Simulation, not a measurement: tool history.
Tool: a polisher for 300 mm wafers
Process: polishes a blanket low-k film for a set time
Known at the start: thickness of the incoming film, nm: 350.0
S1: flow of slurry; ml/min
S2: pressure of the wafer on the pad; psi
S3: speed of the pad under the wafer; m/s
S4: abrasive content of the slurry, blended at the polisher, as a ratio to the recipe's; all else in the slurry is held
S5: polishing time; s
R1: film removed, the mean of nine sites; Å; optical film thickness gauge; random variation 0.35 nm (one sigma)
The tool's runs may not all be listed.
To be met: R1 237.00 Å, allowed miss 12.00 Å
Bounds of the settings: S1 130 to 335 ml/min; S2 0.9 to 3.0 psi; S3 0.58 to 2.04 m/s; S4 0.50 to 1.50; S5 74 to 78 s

| run | hour | S1 | S2 | S3 | S4 | S5 | R1 |
|---|---|---|---|---|---|---|---|
| 1 | 0.0 | 215 | 1.9 | 1.30 | 1.00 | 74 | 332.46 |
| 2 | 4.6 | 215 | 1.7 | 1.28 | 1.00 | 74 | 289.17 |
| 3 | 8.2 | 215 | 1.6 | 1.28 | 1.00 | 74 | 271.64 |
| 4 | 8.9 | 215 | 1.6 | 1.28 | 0.80 | 74 | 251.85 |
| 5 | 10.0 | 265 | 1.6 | 1.28 | 0.80 | 74 | 264.78 |
| 6 | 16.1 | 260 | 1.6 | 1.28 | 0.80 | 74 | 267.20 |
| 7 | 22.1 | 255 | 1.6 | 1.28 | 0.80 | 74 | 265.69 |
| 8 | 30.8 | 250 | 1.6 | 1.28 | 0.80 | 74 | 259.32 |
| 9 | 32.2 | 245 | 1.6 | 1.28 | 0.80 | 74 | 253.20 |
| 10 | 36.9 | 240 | 1.6 | 1.28 | 0.80 | 74 | 258.32 |
| 11 | 37.7 | 235 | 1.6 | 1.28 | 0.80 | 74 | 254.02 |
| 12 | 43.6 | 230 | 1.6 | 1.28 | 0.80 | 74 | 258.73 |

5 next moves are on the table. One of them brings every result within its allowed miss. Which?
| A | 49.5 | 195 | 1.6 | 1.40 | 1.00 | 78 | ? |
| B | 49.5 | 235 | 1.6 | 1.30 | 1.00 | 77 | ? |
| C | 49.5 | 230 | 1.5 | 1.44 | 0.95 | 74 | ? |
| D | 49.5 | 235 | 1.4 | 1.28 | 0.85 | 75 | ? |
| E | 49.5 | 230 | 1.8 | 1.02 | 0.85 | 78 | ? |

| move | R1 |
|---|---|
| A | 313.76 |
| B | 298.54 |
| C | 287.71 |
| D | 241.32 |
| E | 266.04 |
A: further off than the last run
B: further off than the last run
C: further off than the last run
D: meets every target
E: further off than the last run
Move D is the one to make.
